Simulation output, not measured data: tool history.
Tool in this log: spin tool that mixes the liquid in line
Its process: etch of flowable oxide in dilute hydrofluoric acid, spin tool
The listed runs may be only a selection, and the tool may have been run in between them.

run	hour	temperature setpoint of the liquid (C)	parts of water to one part of 49 % hydrofluoric acid (parts by volume)	time under the liquid (s)	thickness taken off the flowable oxide on a monitor wafer (Å)
1	0	24	120	70	323.78
2	7	22	120	70	297.77
3	11.9	25	120	70	341.01
4	17.8	25	85	70	500.94
5	25	22.5	95	70	398.43
6	33.1	21	105	70	329.88
7	41	20	110	70	302.78
8	44.3	19	115	70	279.32
9	47.3	19	115	70	276.55
10	50.4	18.5	115	70	277.88
11	55.5	18	120	70	251.68

Expected results for the next run?
12	58.4	17.5	120	70	?

{"run 12": {"thickness taken off the flowable oxide on a monitor wafer (Å)": 248.26}}
